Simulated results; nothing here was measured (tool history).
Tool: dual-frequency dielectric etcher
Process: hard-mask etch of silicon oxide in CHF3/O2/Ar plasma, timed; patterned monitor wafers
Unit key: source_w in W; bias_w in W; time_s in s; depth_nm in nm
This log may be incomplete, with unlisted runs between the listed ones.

| run | hour | source_w | bias_w | time_s | depth_nm |
|---|---|---|---|---|---|
| 1 | 0.0 | 530 | 134 | 33.5 | 53.573 |
| 2 | 4.0 | 590 | 134 | 33.5 | 54.806 |
| 3 | 11.0 | 590 | 117 | 33.5 | 54.040 |
| 4 | 17.3 | 530 | 109 | 33.5 | 50.657 |
| 5 | 23.2 | 500 | 106 | 33.5 | 49.722 |
| 6 | 28.0 | 500 | 130 | 33.5 | 51.723 |

Estimate the outcome of run 7 from the log above:
| 7 | 35.7 | 460 | 126 | 33.5 | ? |

depth_nm: 50.151 nm
